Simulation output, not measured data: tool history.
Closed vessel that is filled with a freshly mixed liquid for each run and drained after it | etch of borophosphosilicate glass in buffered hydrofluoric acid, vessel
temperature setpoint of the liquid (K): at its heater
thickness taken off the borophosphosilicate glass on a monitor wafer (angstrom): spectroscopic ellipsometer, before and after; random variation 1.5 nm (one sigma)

run,day,temperature setpoint of the liquid (K),parts of 40 % ammonium fluoride to one part of 49 % hydrofluoric acid (parts by volume),time in the liquid (s),thickness taken off the borophosphosilicate glass on a monitor wafer (angstrom)
1,0,295.15,21,105,1410.8
2,0.117,295.15,21,110,1477.4
3,0.4,295.15,23.5,110,1360.3
4,0.712,295.15,20.5,110,1518
5,0.817,295.15,20.5,105,1439.1
6,1.008,295.15,20.5,110,1509.4
7,1.3,295.15,20.5,110,1520.5
8,1.542,296.15,19.5,110,1676.6
9,1.679,297.15,19,110,1818.8
10,1.912,297.65,18.5,110,1922.4
11,2.283,298.15,18,110,2017.6
12,2.479,298.65,17.5,110,2162.2
13,2.775,299.15,17.5,110,2198.4
14,2.862,299.65,17,110,2338.2
15,3.079,300.15,17,110,2401.7
# day 3.383: hydrofluoric acid flow meter replaced
16,3.383,300.65,17,110,2292.7

The next listed run, before its measurement:
17,3.442,301.15,16.5,110,?

Run 17 gave thickness taken off the borophosphosilicate glass on a monitor wafer (angstrom) 2440.6.
